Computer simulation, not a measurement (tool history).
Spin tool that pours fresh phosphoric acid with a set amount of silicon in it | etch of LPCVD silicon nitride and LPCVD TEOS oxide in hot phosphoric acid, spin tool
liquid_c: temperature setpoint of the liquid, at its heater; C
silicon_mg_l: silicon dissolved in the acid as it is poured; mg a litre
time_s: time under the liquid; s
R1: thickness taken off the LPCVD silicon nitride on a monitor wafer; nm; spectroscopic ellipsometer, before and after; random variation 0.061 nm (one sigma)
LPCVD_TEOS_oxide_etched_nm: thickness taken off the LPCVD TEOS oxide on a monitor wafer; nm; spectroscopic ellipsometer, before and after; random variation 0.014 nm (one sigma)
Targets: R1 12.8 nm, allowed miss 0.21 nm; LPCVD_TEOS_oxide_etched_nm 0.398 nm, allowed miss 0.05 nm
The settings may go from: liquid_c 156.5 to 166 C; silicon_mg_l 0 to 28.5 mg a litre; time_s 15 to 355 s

run 1 day=0 | liquid_c=161 silicon_mg_l=12.5 time_s=180 | R1=18.66 LPCVD_TEOS_oxide_etched_nm=0.96424
run 2 day=0.208 | liquid_c=160 silicon_mg_l=15 time_s=175 | R1=17.567 LPCVD_TEOS_oxide_etched_nm=0.84994
run 3 day=0.55 | liquid_c=159.5 silicon_mg_l=17.5 time_s=170 | R1=16.734 LPCVD_TEOS_oxide_etched_nm=0.72916
run 4 day=0.788 | liquid_c=159.5 silicon_mg_l=21.5 time_s=170 | R1=16.707 LPCVD_TEOS_oxide_etched_nm=0.66518
run 5 day=0.929 | liquid_c=160.5 silicon_mg_l=21.5 time_s=170 | R1=17.393 LPCVD_TEOS_oxide_etched_nm=0.70334
run 6 day=1.058 | liquid_c=160.5 silicon_mg_l=24.5 time_s=170 | R1=17.274 LPCVD_TEOS_oxide_etched_nm=0.6171
run 7 day=1.279 | liquid_c=160 silicon_mg_l=25 time_s=165 | R1=16.571 LPCVD_TEOS_oxide_etched_nm=0.56237
run 8 day=1.371 | liquid_c=157.5 silicon_mg_l=21.5 time_s=130 | R1=11.997 LPCVD_TEOS_oxide_etched_nm=0.41274
run 9 day=1.604 | liquid_c=157.5 silicon_mg_l=22.5 time_s=130 | R1=11.913 LPCVD_TEOS_oxide_etched_nm=0.45055
run 10 day=1.962 | liquid_c=157.5 silicon_mg_l=22.5 time_s=130 | R1=11.987 LPCVD_TEOS_oxide_etched_nm=0.4111
run 11 day=2.146 | liquid_c=157.5 silicon_mg_l=23.5 time_s=130 | R1=11.867 LPCVD_TEOS_oxide_etched_nm=0.40319
run 12 day=2.367 | liquid_c=157.5 silicon_mg_l=23.5 time_s=130 | R1=11.963 LPCVD_TEOS_oxide_etched_nm=0.40465
run 13 day=2.633 | liquid_c=157.5 silicon_mg_l=24 time_s=130 | R1=11.924 LPCVD_TEOS_oxide_etched_nm=0.41498
run 14 day=2.958 | liquid_c=157.5 silicon_mg_l=25 time_s=130 | R1=12.032 LPCVD_TEOS_oxide_etched_nm=0.40275
run 15 day=3.083 | liquid_c=157.5 silicon_mg_l=25.5 time_s=130 | R1=11.894 LPCVD_TEOS_oxide_etched_nm=0.38191
run 16 day=3.375 | liquid_c=158 silicon_mg_l=26 time_s=130 | R1=12.18 LPCVD_TEOS_oxide_etched_nm=0.40563
run 17 day=3.725 | liquid_c=158 silicon_mg_l=26.5 time_s=130 | R1=12.166 LPCVD_TEOS_oxide_etched_nm=0.35833
run 18 day=3.988 | liquid_c=158.5 silicon_mg_l=26 time_s=130 | R1=12.396 LPCVD_TEOS_oxide_etched_nm=0.41235
run 19 day=4.046 | liquid_c=158.5 silicon_mg_l=26.5 time_s=130 | R1=12.466 LPCVD_TEOS_oxide_etched_nm=0.40988
-- day=4.371 thermometer replaced
run 20 day=4.371 | liquid_c=158.5 silicon_mg_l=27 time_s=130 | R1=11.475 LPCVD_TEOS_oxide_etched_nm=0.32715
run 21 day=4.671 | liquid_c=159 silicon_mg_l=26.5 time_s=130 | R1=11.637 LPCVD_TEOS_oxide_etched_nm=0.35382
run 22 day=4.746 | liquid_c=158.5 silicon_mg_l=26.5 time_s=135 | R1=11.857 LPCVD_TEOS_oxide_etched_nm=0.35872
run 23 day=4.821 | liquid_c=158.5 silicon_mg_l=26.5 time_s=135 | R1=11.83 LPCVD_TEOS_oxide_etched_nm=0.36643
run 24 day=4.938 | liquid_c=159 silicon_mg_l=26.5 time_s=135 | R1=12.239 LPCVD_TEOS_oxide_etched_nm=0.35716
run 25 day=5.196 | liquid_c=159 silicon_mg_l=26 time_s=135 | R1=12.221 LPCVD_TEOS_oxide_etched_nm=0.37362

4 next moves are on the table. One of them brings every result within its allowed miss. Which?
run A day=5.454 | liquid_c=159.5 silicon_mg_l=26.5 time_s=140 | R1=? LPCVD_TEOS_oxide_etched_nm=?
run B day=5.454 | liquid_c=158.5 silicon_mg_l=21 time_s=140 | R1=? LPCVD_TEOS_oxide_etched_nm=?
run C day=5.454 | liquid_c=160.5 silicon_mg_l=28.5 time_s=140 | R1=? LPCVD_TEOS_oxide_etched_nm=?
run D day=5.454 | liquid_c=160 silicon_mg_l=28.5 time_s=120 | R1=? LPCVD_TEOS_oxide_etched_nm=?

move=A R1=12.869 LPCVD_TEOS_oxide_etched_nm=0.38405
move=B R1=12.442 LPCVD_TEOS_oxide_etched_nm=0.42529
move=C R1=13.309 LPCVD_TEOS_oxide_etched_nm=0.38456
move=D R1=11.218 LPCVD_TEOS_oxide_etched_nm=0.31765
A: meets every target
B: nearer than the last run, and not there yet
C: takes the result that was furthest off past its target
D: further off than the last run
The right move is A.
